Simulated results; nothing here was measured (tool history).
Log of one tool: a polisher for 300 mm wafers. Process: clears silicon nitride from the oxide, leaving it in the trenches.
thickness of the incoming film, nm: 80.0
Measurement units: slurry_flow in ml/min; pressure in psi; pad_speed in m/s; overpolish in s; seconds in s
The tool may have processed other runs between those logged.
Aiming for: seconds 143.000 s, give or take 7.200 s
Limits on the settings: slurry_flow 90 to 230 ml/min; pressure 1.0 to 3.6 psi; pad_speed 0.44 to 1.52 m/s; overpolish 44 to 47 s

run,hour,slurry_flow,pressure,pad_speed,overpolish,seconds
1,0.0,150,2.3,0.98,44,96.168
2,3.9,150,2.2,0.98,44,95.695
3,11.9,150,2.0,0.98,44,106.890
4,17.9,150,2.0,0.98,44,108.850
5,21.1,150,1.9,0.98,44,114.740
6,26.2,150,1.8,0.98,44,117.420
7,33.5,145,1.3,0.96,44,163.260
8,36.1,150,1.3,0.96,44,163.450
9,38.0,150,1.6,0.98,44,136.160

Exactly one of the 5 candidate moves below puts every result within its allowed miss. Which one?
A,39.9,170,1.3,1.18,44,?
B,39.9,130,1.8,1.00,47,?
C,39.9,140,1.8,0.88,44,?
D,39.9,140,1.7,0.86,47,?
E,39.9,145,1.8,0.92,44,?

move,seconds
A,127.190
B,115.310
C,128.450
D,138.760
E,122.180
A: lands further from the targets than the last run did
B: lands further from the targets than the last run did
C: lands further from the targets than the last run did
D: every result within its allowed miss
E: lands further from the targets than the last run did
Answer: D
